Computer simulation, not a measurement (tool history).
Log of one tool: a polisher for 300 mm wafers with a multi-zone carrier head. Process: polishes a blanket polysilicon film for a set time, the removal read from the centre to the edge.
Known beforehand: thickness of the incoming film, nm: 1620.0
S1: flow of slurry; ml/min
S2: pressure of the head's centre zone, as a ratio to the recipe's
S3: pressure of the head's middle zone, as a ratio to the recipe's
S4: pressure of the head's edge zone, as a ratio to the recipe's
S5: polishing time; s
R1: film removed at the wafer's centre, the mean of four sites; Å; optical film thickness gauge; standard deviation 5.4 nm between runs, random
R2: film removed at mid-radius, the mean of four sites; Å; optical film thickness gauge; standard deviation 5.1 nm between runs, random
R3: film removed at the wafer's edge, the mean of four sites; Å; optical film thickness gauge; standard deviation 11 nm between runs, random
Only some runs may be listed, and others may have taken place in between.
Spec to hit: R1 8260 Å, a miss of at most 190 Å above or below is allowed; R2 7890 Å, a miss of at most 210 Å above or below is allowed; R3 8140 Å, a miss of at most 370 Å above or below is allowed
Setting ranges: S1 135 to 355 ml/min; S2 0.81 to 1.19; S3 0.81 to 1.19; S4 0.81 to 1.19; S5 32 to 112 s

run 1 day=0 | S1=225 S2=1 S3=1 S4=1 S5=72 | R1=5155 R2=5432.8 R3=5343.8
run 2 day=0.275 | S1=230 S2=1.02 S3=1.01 S4=1.02 S5=75 | R1=5578.1 R2=5751.7 R3=5556.5
run 3 day=0.362 | S1=230 S2=1.02 S3=1.01 S4=1.04 S5=78 | R1=5814.5 R2=5977.5 R3=5797.5
run 4 day=0.412 | S1=230 S2=1.02 S3=1.01 S4=1.04 S5=86 | R1=6357.1 R2=6569.6 R3=6532.7
run 5 day=0.521 | S1=230 S2=1.02 S3=1.01 S4=1.04 S5=101 | R1=7454.7 R2=7692.3 R3=7756.7
run 6 day=0.554 | S1=270 S2=1.02 S3=1.01 S4=1.04 S5=101 | R1=7537.5 R2=7952.4 R3=7931.2
run 7 day=0.829 | S1=270 S2=1.03 S3=1.01 S4=1.04 S5=101 | R1=7640.4 R2=7911.2 R3=7812.9
run 8 day=1.192 | S1=270 S2=1.03 S3=1.01 S4=1.04 S5=101 | R1=7614.2 R2=7777.5 R3=7759.1
run 9 day=1.212 | S1=270 S2=1.03 S3=1.01 S4=1.04 S5=101 | R1=7608.5 R2=7857.9 R3=7789.5
run 10 day=1.233 | S1=270 S2=1.04 S3=1.01 S4=1.05 S5=101 | R1=7820.7 R2=7797.4 R3=7679.1
run 11 day=1.6 | S1=270 S2=1.04 S3=1.01 S4=1.06 S5=101 | R1=7767.6 R2=7809.8 R3=7838.5
run 12 day=1.812 | S1=270 S2=1.04 S3=1.01 S4=1.07 S5=101 | R1=7768.6 R2=7765.4 R3=7771.7
run 13 day=1.896 | S1=265 S2=1.05 S3=1 S4=1.09 S5=103 | R1=7941.3 R2=7988.1 R3=8101.2

Exactly one of the 4 candidate moves below puts every result within its allowed miss. Which one?
run A day=1.979 | S1=275 S2=1.09 S3=0.97 S4=1.12 S5=103 | R1=? R2=? R3=?
run B day=1.979 | S1=275 S2=1.04 S3=1.05 S4=1.1 S5=102 | R1=? R2=? R3=?
run C day=1.979 | S1=325 S2=1.11 S3=0.96 S4=1.13 S5=105 | R1=? R2=? R3=?
run D day=1.979 | S1=260 S2=1.03 S3=1.05 S4=1.17 S5=100 | R1=? R2=? R3=?

move=A R1=8280.3 R2=7959.8 R3=8012.3
move=B R1=7823.5 R2=8178.3 R3=7857.7
move=C R1=8733 R2=8191 R3=8294.8
move=D R1=7552.8 R2=7976.8 R3=7920.8
A: in spec on every target
B: its largest miss is bigger than the last run's
C: the result that was furthest off in the last run now lies on the other side of its target
D: its largest miss is bigger than the last run's
Move A is the one to make.
